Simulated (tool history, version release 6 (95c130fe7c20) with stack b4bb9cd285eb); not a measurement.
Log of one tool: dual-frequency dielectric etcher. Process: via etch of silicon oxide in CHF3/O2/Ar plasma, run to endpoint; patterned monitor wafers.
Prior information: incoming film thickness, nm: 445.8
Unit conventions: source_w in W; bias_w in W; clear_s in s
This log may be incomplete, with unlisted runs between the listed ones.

Run 1, hour 0: source_w 460 W, bias_w 207 W. Result: clear_s 260.56 s.
Run 2, hour 2.2: source_w 420 W, bias_w 207 W. Result: clear_s 271.99 s.
Run 3, hour 7.4: source_w 460 W, bias_w 212 W. Result: clear_s 260.63 s.
Run 4, hour 10.8: source_w 430 W, bias_w 212 W. Result: clear_s 268.1 s.
Run 5, hour 12.6: source_w 350 W, bias_w 212 W. Result: clear_s 292.53 s.
Run 6, hour 14.5: source_w 390 W, bias_w 212 W. Result: clear_s 278.54 s.
At hour 22.8: source power generator calibrated.
Run 7, hour 22.8: source_w 490 W, bias_w 236 W. Result: clear_s 239.34 s.

Run 8 has not been measured yet. What should we expect?
Run 8, hour 30.6: source_w 500 W, bias_w 237 W. Result: clear_s ?.

Logged for run 8: clear_s 237.35 s.
